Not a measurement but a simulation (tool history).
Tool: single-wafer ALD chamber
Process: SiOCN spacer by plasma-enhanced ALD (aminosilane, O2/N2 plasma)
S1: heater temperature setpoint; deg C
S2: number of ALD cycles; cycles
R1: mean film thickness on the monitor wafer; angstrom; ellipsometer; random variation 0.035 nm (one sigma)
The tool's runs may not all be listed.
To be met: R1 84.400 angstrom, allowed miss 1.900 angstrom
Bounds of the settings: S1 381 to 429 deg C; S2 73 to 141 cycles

run  hour   S1   S2      R1
  1   0.0  405  107  68.306
  2   9.0  397  107  68.927
  3  15.9  397   95  61.113
  4  18.5  396  105  67.756
  5  26.8  396   93  60.179
  6  29.7  395  103  66.706
  7  32.1  388  120  77.304
  8  39.8  388  123  78.983
  9  48.5  388  125  80.616
 10  56.5  388  127  81.914

Which of these 5 next moves meets every target?
  A  64.5  385  130   ?
  B  64.5  392  121   ?
  C  64.5  387  123   ?
  D  64.5  392  126   ?
  E  64.5  390  124   ?

move      R1
   A  83.470
   B  77.692
   C  78.976
   D  80.902
   E  79.618
A: meets every target
B: further off than the last run
C: further off than the last run
D: further off than the last run
E: further off than the last run
Answer: A
